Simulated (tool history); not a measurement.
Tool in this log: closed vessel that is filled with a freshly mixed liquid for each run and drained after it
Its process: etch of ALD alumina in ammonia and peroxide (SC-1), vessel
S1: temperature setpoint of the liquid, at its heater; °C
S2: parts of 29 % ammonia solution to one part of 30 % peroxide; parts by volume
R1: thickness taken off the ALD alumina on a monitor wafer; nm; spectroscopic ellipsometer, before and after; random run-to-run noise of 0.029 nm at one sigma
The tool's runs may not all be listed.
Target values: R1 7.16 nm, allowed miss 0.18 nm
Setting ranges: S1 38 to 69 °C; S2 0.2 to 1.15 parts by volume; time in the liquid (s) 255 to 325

run 1 day=0 | S1=53 S2=0.65 time_in_the_liquid_(s)=325 | R1=14.298
run 2 day=0.183 | S1=53 S2=0.65 time_in_the_liquid_(s)=325 | R1=14.076
run 3 day=0.321 | S1=57.5 S2=0.65 time_in_the_liquid_(s)=325 | R1=18.009
run 4 day=0.45 | S1=53.5 S2=0.65 time_in_the_liquid_(s)=325 | R1=14.541
run 5 day=0.671 | S1=51.5 S2=0.65 time_in_the_liquid_(s)=325 | R1=12.971
run 6 day=1.021 | S1=50 S2=0.65 time_in_the_liquid_(s)=325 | R1=12.033
run 7 day=1.146 | S1=42 S2=0.65 time_in_the_liquid_(s)=325 | R1=7.6385
run 8 day=1.5 | S1=41.5 S2=0.65 time_in_the_liquid_(s)=325 | R1=7.4307

Next run, 4 choices. One meets every target within its allowed miss, the rest don't. Which?
run A day=1.854 | S1=42.5 S2=0.7 time_in_the_liquid_(s)=325 | R1=?
run B day=1.854 | S1=42.5 S2=0.7 time_in_the_liquid_(s)=310 | R1=?
run C day=1.854 | S1=41.5 S2=0.7 time_in_the_liquid_(s)=310 | R1=?
run D day=1.854 | S1=42 S2=0.5 time_in_the_liquid_(s)=325 | R1=?

move=A R1=7.9698
move=B R1=7.6019
move=C R1=7.1723
move=D R1=7.4967
A: moves away from the targets compared with the last run
B: moves away from the targets compared with the last run
C: hits every target within its allowed miss
D: moves away from the targets compared with the last run
So the answer is move C, the one that meets all the targets.
